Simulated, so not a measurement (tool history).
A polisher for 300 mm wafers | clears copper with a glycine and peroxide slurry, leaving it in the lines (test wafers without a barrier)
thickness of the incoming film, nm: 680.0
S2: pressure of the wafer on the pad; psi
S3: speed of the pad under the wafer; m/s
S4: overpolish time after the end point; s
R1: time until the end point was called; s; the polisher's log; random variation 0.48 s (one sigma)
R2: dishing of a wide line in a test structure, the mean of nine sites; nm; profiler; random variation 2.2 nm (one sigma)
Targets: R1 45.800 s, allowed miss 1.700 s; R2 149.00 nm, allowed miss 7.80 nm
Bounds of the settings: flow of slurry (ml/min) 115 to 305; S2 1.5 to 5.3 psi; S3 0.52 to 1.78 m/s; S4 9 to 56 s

run 1 hour=0.0 | flow_of_slurry_(ml/min)=195 S2=3.4 S3=1.14 S4=29 | R1=77.824 R2=116.66
run 2 hour=1.1 | flow_of_slurry_(ml/min)=195 S2=3.4 S3=1.14 S4=23 | R1=77.885 R2=100.73
run 3 hour=8.9 | flow_of_slurry_(ml/min)=200 S2=3.9 S3=1.16 S4=23 | R1=68.148 R2=113.82
run 4 hour=15.3 | flow_of_slurry_(ml/min)=200 S2=3.9 S3=1.16 S4=30 | R1=68.686 R2=128.42
run 5 hour=23.1 | flow_of_slurry_(ml/min)=200 S2=4.5 S3=1.16 S4=30 | R1=60.256 R2=145.04
run 6 hour=24.4 | flow_of_slurry_(ml/min)=200 S2=4.5 S3=0.88 S4=30 | R1=69.376 R2=132.05
run 7 hour=28.7 | flow_of_slurry_(ml/min)=205 S2=4.7 S3=0.98 S4=28 | R1=65.232 R2=133.45
run 8 hour=30.2 | flow_of_slurry_(ml/min)=205 S2=4.8 S3=1.08 S4=26 | R1=59.706 R2=133.61
-- hour=32.2 worn pad replaced by a new one
run 9 hour=32.2 | flow_of_slurry_(ml/min)=205 S2=4.9 S3=1.14 S4=25 | R1=51.024 R2=143.59
run 10 hour=38.2 | flow_of_slurry_(ml/min)=205 S2=5.0 S3=1.14 S4=25 | R1=50.284 R2=145.16
run 11 hour=44.8 | flow_of_slurry_(ml/min)=205 S2=5.1 S3=1.14 S4=25 | R1=49.469 R2=151.40
run 12 hour=45.7 | flow_of_slurry_(ml/min)=220 S2=5.3 S3=1.16 S4=21 | R1=46.483 R2=137.77

5 next moves are on the table. One of them brings every result within its allowed miss. Which?
run A hour=46.6 | flow_of_slurry_(ml/min)=210 S2=4.9 S3=1.22 S4=20 | R1=? R2=?
run B hour=46.6 | flow_of_slurry_(ml/min)=235 S2=5.3 S3=1.16 S4=19 | R1=? R2=?
run C hour=46.6 | flow_of_slurry_(ml/min)=220 S2=5.1 S3=1.06 S4=26 | R1=? R2=?
run D hour=46.6 | flow_of_slurry_(ml/min)=250 S2=4.4 S3=1.54 S4=26 | R1=? R2=?
run E hour=46.6 | flow_of_slurry_(ml/min)=205 S2=5.3 S3=1.34 S4=28 | R1=? R2=?

move=A R1=49.289 R2=130.18
move=B R1=46.942 R2=131.21
move=C R1=51.642 R2=148.17
move=D R1=46.026 R2=152.08
move=E R1=43.271 R2=167.01
A: further off than the last run
B: further off than the last run
C: brings the result that was furthest off to its target, and leaves another outside
D: meets every target
E: takes the result that was furthest off past its target
The right move is D.
